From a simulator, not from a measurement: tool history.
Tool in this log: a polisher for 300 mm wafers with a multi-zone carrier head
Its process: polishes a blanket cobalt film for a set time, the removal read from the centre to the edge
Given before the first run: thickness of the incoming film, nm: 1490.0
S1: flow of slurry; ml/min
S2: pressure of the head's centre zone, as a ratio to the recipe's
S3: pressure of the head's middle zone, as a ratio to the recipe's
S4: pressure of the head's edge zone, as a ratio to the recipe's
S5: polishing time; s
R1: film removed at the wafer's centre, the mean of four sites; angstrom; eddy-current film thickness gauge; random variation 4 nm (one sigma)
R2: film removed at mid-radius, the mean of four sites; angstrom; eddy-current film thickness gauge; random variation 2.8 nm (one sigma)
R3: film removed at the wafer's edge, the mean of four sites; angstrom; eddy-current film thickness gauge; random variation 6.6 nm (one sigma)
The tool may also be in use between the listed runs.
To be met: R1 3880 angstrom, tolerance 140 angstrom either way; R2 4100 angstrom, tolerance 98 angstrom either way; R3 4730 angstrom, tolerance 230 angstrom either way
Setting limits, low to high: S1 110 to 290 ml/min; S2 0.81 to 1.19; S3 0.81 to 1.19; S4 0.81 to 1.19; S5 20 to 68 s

run	hour	S1	S2	S3	S4	S5	R1	R2	R3
1	0	185	1	1	1	44	3195.3	3110.1	3199.9
2	6.6	190	0.97	1	1.06	48	3318.4	3355.4	3625.3
3	8.1	190	0.97	0.93	1.06	48	3310.5	3144.4	3635.2
4	15.9	170	0.97	0.93	1.06	48	3230.6	3112.5	3605.5
5	23.5	175	0.97	0.96	1.1	51	3490.6	3422	3909.1
6	30	150	0.97	0.96	1.1	51	3379	3342.5	3890.9
7	34.8	160	0.96	0.98	1.13	53	3608.5	3540.9	3999.6
8	40.7	170	0.93	0.97	1.14	55	3570.3	3743.4	4242.5
9	44.6	180	0.93	0.96	1.16	56	3746.1	3778	4481.5
10	46	190	0.92	0.97	1.17	56	3644	3795.4	4439
11	54.5	200	0.92	0.98	1.18	57	3761.4	3949.5	4509.2

Which of these 5 next moves meets every target?
A	63	190	0.97	0.99	1.12	57	?	?	?
B	63	210	0.97	0.98	1.17	56	?	?	?
C	63	215	1	1.11	1.09	54	?	?	?
D	63	210	0.89	0.95	1.15	60	?	?	?
E	63	185	0.85	0.98	1.08	59	?	?	?

move	R1	R2	R3
A	3943.8	3929	4330.3
B	3922.2	3869.7	4378.6
C	3914.4	4149.8	4085.1
D	3852.2	4043.3	4655
E	3560.9	4023.6	4398.5
A: moves away from the targets compared with the last run
B: moves away from the targets compared with the last run
C: brings the last run's worst result on target, with another outside its allowed miss
D: all results land within tolerance of their targets
E: brings the last run's worst result on target, with another outside its allowed miss
The right move is D.
